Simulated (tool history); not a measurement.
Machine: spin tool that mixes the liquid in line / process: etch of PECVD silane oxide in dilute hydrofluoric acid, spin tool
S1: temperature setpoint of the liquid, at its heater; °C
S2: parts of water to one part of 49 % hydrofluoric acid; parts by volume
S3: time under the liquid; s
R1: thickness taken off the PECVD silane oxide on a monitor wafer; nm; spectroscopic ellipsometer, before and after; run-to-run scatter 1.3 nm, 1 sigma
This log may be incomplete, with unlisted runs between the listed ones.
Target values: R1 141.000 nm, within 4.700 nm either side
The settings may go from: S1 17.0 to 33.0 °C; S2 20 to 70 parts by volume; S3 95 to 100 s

{"run": 1, "hour": 0.0, "S1": 25.0, "S2": 40, "S3": 95, "R1": 80.551}
{"run": 2, "hour": 2.2, "S1": 27.0, "S2": 40, "S3": 95, "R1": 88.642}
{"run": 3, "hour": 9.3, "S1": 27.0, "S2": 35, "S3": 95, "R1": 102.21}
{"run": 4, "hour": 11.4, "S1": 27.0, "S2": 35, "S3": 100, "R1": 107.43}
{"run": 5, "hour": 13.2, "S1": 28.5, "S2": 35, "S3": 100, "R1": 114.23}
{"run": 6, "hour": 15.9, "S1": 29.5, "S2": 35, "S3": 100, "R1": 116.13}
{"run": 7, "hour": 21.5, "S1": 30.0, "S2": 35, "S3": 100, "R1": 120.88}
{"run": 8, "hour": 24.2, "S1": 30.5, "S2": 35, "S3": 100, "R1": 123.35}
{"run": 9, "hour": 27.0, "S1": 31.0, "S2": 35, "S3": 100, "R1": 124.23}

Consider the 5 candidate settings below. Which is the only one whose results all fall within their allowed miss of target?
{"run": "A", "hour": 29.8, "S1": 27.0, "S2": 30, "S3": 100, "R1": "?"}
{"run": "B", "hour": 29.8, "S1": 28.0, "S2": 30, "S3": 100, "R1": "?"}
{"run": "C", "hour": 29.8, "S1": 31.5, "S2": 30, "S3": 100, "R1": "?"}
{"run": "D", "hour": 29.8, "S1": 30.0, "S2": 30, "S3": 100, "R1": "?"}
{"run": "E", "hour": 29.8, "S1": 33.0, "S2": 35, "S3": 95, "R1": "?"}

move=A R1=126.490
move=B R1=131.750
move=C R1=151.600
move=D R1=142.820
move=E R1=129.850
A: nearer than the last run, and not there yet
B: nearer than the last run, and not there yet
C: moves the result that the last run missed by most past its target, out the other side
D: all results land within tolerance of their targets
E: nearer than the last run, and not there yet
Move D is the one to make.

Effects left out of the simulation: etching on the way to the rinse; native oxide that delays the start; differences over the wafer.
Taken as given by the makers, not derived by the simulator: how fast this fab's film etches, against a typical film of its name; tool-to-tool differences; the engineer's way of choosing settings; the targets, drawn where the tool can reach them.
